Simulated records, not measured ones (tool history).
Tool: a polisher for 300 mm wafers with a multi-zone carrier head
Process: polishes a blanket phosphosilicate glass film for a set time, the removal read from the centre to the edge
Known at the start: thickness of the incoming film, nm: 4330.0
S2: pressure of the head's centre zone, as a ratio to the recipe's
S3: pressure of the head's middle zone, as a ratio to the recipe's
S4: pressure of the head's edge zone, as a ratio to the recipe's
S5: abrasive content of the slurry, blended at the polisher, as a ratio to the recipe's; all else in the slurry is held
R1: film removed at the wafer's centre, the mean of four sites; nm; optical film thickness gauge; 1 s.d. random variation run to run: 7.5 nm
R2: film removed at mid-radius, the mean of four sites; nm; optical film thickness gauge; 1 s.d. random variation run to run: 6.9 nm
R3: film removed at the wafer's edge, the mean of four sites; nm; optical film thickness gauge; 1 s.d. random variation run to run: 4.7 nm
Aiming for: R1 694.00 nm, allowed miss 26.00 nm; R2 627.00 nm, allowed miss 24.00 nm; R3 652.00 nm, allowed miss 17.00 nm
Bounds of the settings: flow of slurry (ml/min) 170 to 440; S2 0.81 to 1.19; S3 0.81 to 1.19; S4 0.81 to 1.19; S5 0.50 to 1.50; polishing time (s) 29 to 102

run 1 hour=0.0 | flow_of_slurry_(ml/min)=280 S2=1.00 S3=1.00 S4=1.00 S5=1.00 polishing_time_(s)=65 | R1=489.48 R2=484.62 R3=481.09
run 2 hour=7.7 | flow_of_slurry_(ml/min)=285 S2=1.02 S3=1.01 S4=1.03 S5=1.10 polishing_time_(s)=65 | R1=519.20 R2=506.63 R3=518.78
run 3 hour=12.4 | flow_of_slurry_(ml/min)=295 S2=1.05 S3=1.03 S4=1.05 S5=1.15 polishing_time_(s)=65 | R1=555.51 R2=525.71 R3=537.84
run 4 hour=14.5 | flow_of_slurry_(ml/min)=295 S2=1.05 S3=1.08 S4=1.05 S5=1.15 polishing_time_(s)=65 | R1=556.37 R2=554.56 R3=539.18
run 5 hour=21.1 | flow_of_slurry_(ml/min)=300 S2=1.07 S3=1.09 S4=1.07 S5=1.20 polishing_time_(s)=65 | R1=590.47 R2=569.51 R3=556.28
run 6 hour=23.2 | flow_of_slurry_(ml/min)=300 S2=1.11 S3=1.09 S4=1.07 S5=1.20 polishing_time_(s)=65 | R1=617.14 R2=560.06 R3=558.00
run 7 hour=31.8 | flow_of_slurry_(ml/min)=305 S2=1.11 S3=1.10 S4=1.09 S5=1.25 polishing_time_(s)=65 | R1=612.31 R2=584.89 R3=571.56
run 8 hour=34.4 | flow_of_slurry_(ml/min)=310 S2=1.12 S3=1.09 S4=1.11 S5=1.30 polishing_time_(s)=65 | R1=632.07 R2=604.54 R3=595.64
run 9 hour=42.3 | flow_of_slurry_(ml/min)=350 S2=1.19 S3=1.05 S4=1.19 S5=1.35 polishing_time_(s)=65 | R1=698.74 R2=594.34 R3=626.16

Of the 5 settings listed for the next run, only one would bring every result within its allowed miss of target. Which one?
run A hour=50.2 | flow_of_slurry_(ml/min)=300 S2=1.19 S3=1.03 S4=1.15 S5=1.50 polishing_time_(s)=62 | R1=? R2=? R3=?
run B hour=50.2 | flow_of_slurry_(ml/min)=440 S2=1.13 S3=1.06 S4=1.18 S5=1.15 polishing_time_(s)=73 | R1=? R2=? R3=?
run C hour=50.2 | flow_of_slurry_(ml/min)=300 S2=1.19 S3=0.96 S4=1.18 S5=1.30 polishing_time_(s)=70 | R1=? R2=? R3=?
run D hour=50.2 | flow_of_slurry_(ml/min)=350 S2=1.19 S3=1.05 S4=1.13 S5=1.35 polishing_time_(s)=70 | R1=? R2=? R3=?
run E hour=50.2 | flow_of_slurry_(ml/min)=435 S2=1.19 S3=1.04 S4=1.14 S5=1.30 polishing_time_(s)=70 | R1=? R2=? R3=?

move=A R1=683.76 R2=580.45 R3=601.23
move=B R1=699.33 R2=638.93 R3=649.50
move=C R1=725.34 R2=580.50 R3=647.30
move=D R1=749.58 R2=645.83 R3=649.91
move=E R1=749.96 R2=639.93 R3=649.87
A: misses by more than the last run did
B: every result lands within tolerance
C: gets the furthest-off result to its target, but another result is out of tolerance
D: gets the furthest-off result to its target, but another result is out of tolerance
E: gets the furthest-off result to its target, but another result is out of tolerance
So the answer is move B, the one that meets all the targets.

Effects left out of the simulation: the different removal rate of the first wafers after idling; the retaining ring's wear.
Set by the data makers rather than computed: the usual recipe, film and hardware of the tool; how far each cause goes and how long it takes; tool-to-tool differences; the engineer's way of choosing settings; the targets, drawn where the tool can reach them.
